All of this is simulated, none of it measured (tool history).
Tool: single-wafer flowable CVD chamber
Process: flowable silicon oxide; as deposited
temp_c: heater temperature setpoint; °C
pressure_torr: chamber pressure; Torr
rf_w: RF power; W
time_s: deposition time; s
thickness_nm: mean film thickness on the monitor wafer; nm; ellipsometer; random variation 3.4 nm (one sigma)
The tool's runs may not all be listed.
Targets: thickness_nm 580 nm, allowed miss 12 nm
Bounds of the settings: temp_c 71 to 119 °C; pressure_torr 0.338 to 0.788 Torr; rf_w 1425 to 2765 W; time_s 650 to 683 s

run 1 hour=0 | temp_c=95 pressure_torr=0.563 rf_w=2095 time_s=683 | thickness_nm=335.81
run 2 hour=3.8 | temp_c=95 pressure_torr=0.472 rf_w=2095 time_s=683 | thickness_nm=283.19
run 3 hour=5.9 | temp_c=95 pressure_torr=0.472 rf_w=2095 time_s=650 | thickness_nm=270.8
run 4 hour=9.5 | temp_c=91 pressure_torr=0.473 rf_w=2095 time_s=650 | thickness_nm=305.89
run 5 hour=11.1 | temp_c=91 pressure_torr=0.473 rf_w=2095 time_s=650 | thickness_nm=306.24
run 6 hour=17.9 | temp_c=87 pressure_torr=0.475 rf_w=2095 time_s=650 | thickness_nm=344.79
run 7 hour=23.9 | temp_c=84 pressure_torr=0.48 rf_w=2095 time_s=650 | thickness_nm=376.29
run 8 hour=28.7 | temp_c=82 pressure_torr=0.486 rf_w=2095 time_s=650 | thickness_nm=404.92
run 9 hour=33.1 | temp_c=80 pressure_torr=0.49 rf_w=2095 time_s=650 | thickness_nm=436.84
run 10 hour=40.6 | temp_c=78 pressure_torr=0.492 rf_w=2095 time_s=650 | thickness_nm=461.56
run 11 hour=47.9 | temp_c=77 pressure_torr=0.494 rf_w=2095 time_s=650 | thickness_nm=465.59
run 12 hour=54.6 | temp_c=76 pressure_torr=0.5 rf_w=2095 time_s=650 | thickness_nm=488.82
run 13 hour=61 | temp_c=71 pressure_torr=0.504 rf_w=2095 time_s=650 | thickness_nm=545.66
run 14 hour=68.3 | temp_c=71 pressure_torr=0.51 rf_w=2095 time_s=650 | thickness_nm=554.61

4 next moves are on the table. One of them brings every result within its allowed miss. Which?
run A hour=75.6 | temp_c=73 pressure_torr=0.548 rf_w=2425 time_s=650 | thickness_nm=?
run B hour=75.6 | temp_c=71 pressure_torr=0.496 rf_w=2025 time_s=660 | thickness_nm=?
run C hour=75.6 | temp_c=75 pressure_torr=0.552 rf_w=2065 time_s=650 | thickness_nm=?
run D hour=75.6 | temp_c=71 pressure_torr=0.465 rf_w=2045 time_s=650 | thickness_nm=?

move=A thickness_nm=578.86
move=B thickness_nm=538.18
move=C thickness_nm=539.39
move=D thickness_nm=500.59
A: meets every target
B: further off than the last run
C: further off than the last run
D: further off than the last run
Answer: A

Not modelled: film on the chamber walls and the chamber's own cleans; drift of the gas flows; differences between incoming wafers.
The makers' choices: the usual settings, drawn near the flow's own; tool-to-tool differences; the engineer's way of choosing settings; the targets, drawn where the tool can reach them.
